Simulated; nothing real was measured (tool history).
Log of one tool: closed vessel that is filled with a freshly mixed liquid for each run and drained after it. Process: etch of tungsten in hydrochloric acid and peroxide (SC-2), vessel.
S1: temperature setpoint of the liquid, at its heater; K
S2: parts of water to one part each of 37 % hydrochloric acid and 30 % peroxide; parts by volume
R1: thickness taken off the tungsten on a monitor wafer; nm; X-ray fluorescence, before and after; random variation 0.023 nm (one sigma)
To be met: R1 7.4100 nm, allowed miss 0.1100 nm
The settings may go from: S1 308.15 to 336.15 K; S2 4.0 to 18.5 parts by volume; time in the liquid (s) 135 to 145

Run 1, day 0.000: S1 320.15 K, S2 10.5 parts by volume, time in the liquid (s) 135. Result: R1 15.9950 nm.
Run 2, day 0.267: S1 320.15 K, S2 10.5 parts by volume, time in the liquid (s) 135. Result: R1 15.8780 nm.
Run 3, day 0.292: S1 326.15 K, S2 10.5 parts by volume, time in the liquid (s) 135. Result: R1 23.6850 nm.
Run 4, day 0.667: S1 322.65 K, S2 10.5 parts by volume, time in the liquid (s) 135. Result: R1 18.8600 nm.
Run 5, day 0.846: S1 319.65 K, S2 10.5 parts by volume, time in the liquid (s) 135. Result: R1 15.3280 nm.
Run 6, day 1.092: S1 319.65 K, S2 10.5 parts by volume, time in the liquid (s) 145. Result: R1 16.5520 nm.
Run 7, day 1.438: S1 317.15 K, S2 10.5 parts by volume, time in the liquid (s) 145. Result: R1 13.8980 nm.
Run 8, day 1.646: S1 315.15 K, S2 10.5 parts by volume, time in the liquid (s) 145. Result: R1 12.1410 nm.
Run 9, day 1.983: S1 315.15 K, S2 10.5 parts by volume, time in the liquid (s) 145. Result: R1 12.0840 nm.
Run 10, day 2.267: S1 313.65 K, S2 10.5 parts by volume, time in the liquid (s) 145. Result: R1 10.9030 nm.
Run 11, day 2.550: S1 312.65 K, S2 10.5 parts by volume, time in the liquid (s) 145. Result: R1 10.1570 nm.
Run 12, day 2.742: S1 311.65 K, S2 10.5 parts by volume, time in the liquid (s) 145. Result: R1 9.4366 nm.

Which of these 4 next moves meets every target?
Run A, day 2.933: S1 314.15 K, S2 9.0 parts by volume, time in the liquid (s) 145. Result: R1 ?.
Run B, day 2.933: S1 308.15 K, S2 10.5 parts by volume, time in the liquid (s) 135. Result: R1 ?.
Run C, day 2.933: S1 312.65 K, S2 14.5 parts by volume, time in the liquid (s) 140. Result: R1 ?.
Run D, day 2.933: S1 311.65 K, S2 8.5 parts by volume, time in the liquid (s) 145. Result: R1 ?.

move       R1
   A  12.8120
   B   6.8180
   C   7.4151
   D  11.2360
A: further off than the last run
B: takes the result that was furthest off past its target
C: meets every target
D: further off than the last run
Answer: C
